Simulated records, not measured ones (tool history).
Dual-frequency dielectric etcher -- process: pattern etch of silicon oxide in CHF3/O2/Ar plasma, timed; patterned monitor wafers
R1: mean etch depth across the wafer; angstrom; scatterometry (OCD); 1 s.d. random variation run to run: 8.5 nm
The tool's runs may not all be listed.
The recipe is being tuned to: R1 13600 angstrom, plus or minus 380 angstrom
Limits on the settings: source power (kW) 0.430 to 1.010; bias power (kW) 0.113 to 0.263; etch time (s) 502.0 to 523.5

run 1 day=0.000 | source_power_(kW)=0.720 bias_power_(kW)=0.188 etch_time_(s)=502.0 | R1=11532
run 2 day=0.117 | source_power_(kW)=0.720 bias_power_(kW)=0.188 etch_time_(s)=523.5 | R1=11984
run 3 day=0.350 | source_power_(kW)=0.720 bias_power_(kW)=0.188 etch_time_(s)=523.5 | R1=12127
run 4 day=0.379 | source_power_(kW)=0.760 bias_power_(kW)=0.192 etch_time_(s)=523.5 | R1=12356
run 5 day=0.512 | source_power_(kW)=0.660 bias_power_(kW)=0.192 etch_time_(s)=523.5 | R1=11741
run 6 day=0.642 | source_power_(kW)=0.540 bias_power_(kW)=0.192 etch_time_(s)=523.5 | R1=11014
run 7 day=0.912 | source_power_(kW)=0.620 bias_power_(kW)=0.200 etch_time_(s)=523.5 | R1=11778
run 8 day=1.004 | source_power_(kW)=0.620 bias_power_(kW)=0.200 etch_time_(s)=523.5 | R1=11793
run 9 day=1.267 | source_power_(kW)=0.670 bias_power_(kW)=0.205 etch_time_(s)=523.5 | R1=12332
run 10 day=1.625 | source_power_(kW)=0.700 bias_power_(kW)=0.208 etch_time_(s)=523.5 | R1=12513

Exactly one of the 5 candidate moves below puts every result within its allowed miss. Which one?
run A day=1.983 | source_power_(kW)=0.800 bias_power_(kW)=0.198 etch_time_(s)=513.0 | R1=?
run B day=1.983 | source_power_(kW)=0.770 bias_power_(kW)=0.228 etch_time_(s)=519.5 | R1=?
run C day=1.983 | source_power_(kW)=0.740 bias_power_(kW)=0.197 etch_time_(s)=523.5 | R1=?
run D day=1.983 | source_power_(kW)=0.650 bias_power_(kW)=0.225 etch_time_(s)=523.5 | R1=?
run E day=1.983 | source_power_(kW)=0.640 bias_power_(kW)=0.238 etch_time_(s)=505.5 | R1=?

move=A R1=12614
move=B R1=13571
move=C R1=12516
move=D R1=12874
move=E R1=12733
A: an improvement on the last run, though not all results are within tolerance
B: meets every target
C: just as far off the targets as the last run
D: an improvement on the last run, though not all results are within tolerance
E: an improvement on the last run, though not all results are within tolerance
The move that meets every target is B.
